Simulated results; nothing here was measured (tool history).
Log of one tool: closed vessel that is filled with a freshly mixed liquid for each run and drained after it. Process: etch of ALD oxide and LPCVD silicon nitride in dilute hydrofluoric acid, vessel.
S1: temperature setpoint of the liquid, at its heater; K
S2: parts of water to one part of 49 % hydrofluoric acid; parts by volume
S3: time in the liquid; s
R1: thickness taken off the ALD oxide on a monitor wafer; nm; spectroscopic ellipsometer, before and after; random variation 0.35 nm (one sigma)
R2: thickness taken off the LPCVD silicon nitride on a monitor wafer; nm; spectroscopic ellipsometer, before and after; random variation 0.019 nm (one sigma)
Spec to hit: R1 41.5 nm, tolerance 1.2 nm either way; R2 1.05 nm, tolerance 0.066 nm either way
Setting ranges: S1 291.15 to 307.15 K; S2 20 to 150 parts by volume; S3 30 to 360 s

| run | day | S1 | S2 | S3 | R1 | R2 |
|---|---|---|---|---|---|---|
| 1 | 0 | 299.15 | 85 | 185 | 52.22 | 1.3097 |
| 2 | 0.267 | 301.65 | 85 | 185 | 58.406 | 1.5408 |
| 3 | 0.467 | 300.65 | 90 | 185 | 53.136 | 1.3712 |
| 4 | 0.838 | 300.65 | 90 | 135 | 38.573 | 1.0213 |
| 5 | 0.9 | 298.15 | 90 | 135 | 34.558 | 0.85173 |
| 6 | 1.033 | 298.65 | 90 | 135 | 35.311 | 0.86205 |
| 7 | 1.388 | 299.15 | 90 | 135 | 36.133 | 0.90727 |
| 8 | 1.425 | 299.65 | 85 | 135 | 39.291 | 0.99259 |
| 9 | 1.704 | 300.15 | 80 | 135 | 43.43 | 1.0993 |
| 10 | 1.833 | 299.65 | 85 | 135 | 38.719 | 0.99106 |

Pick the move, out of 4, that brings all results within their allowed miss; only one does.
| A | 1.962 | 299.15 | 80 | 115 | ? | ? |
| B | 1.962 | 294.15 | 90 | 180 | ? | ? |
| C | 1.962 | 292.15 | 65 | 150 | ? | ? |
| D | 1.962 | 299.15 | 100 | 175 | ? | ? |

| move | R1 | R2 |
|---|---|---|
| A | 35.408 | 0.86626 |
| B | 39.787 | 0.86538 |
| C | 43.474 | 0.86349 |
| D | 41.992 | 1.0565 |
A: its largest miss is bigger than the last run's
B: its largest miss is bigger than the last run's
C: takes the biggest miss from the last run beyond its target
D: each result inside its tolerance
The right move is D.
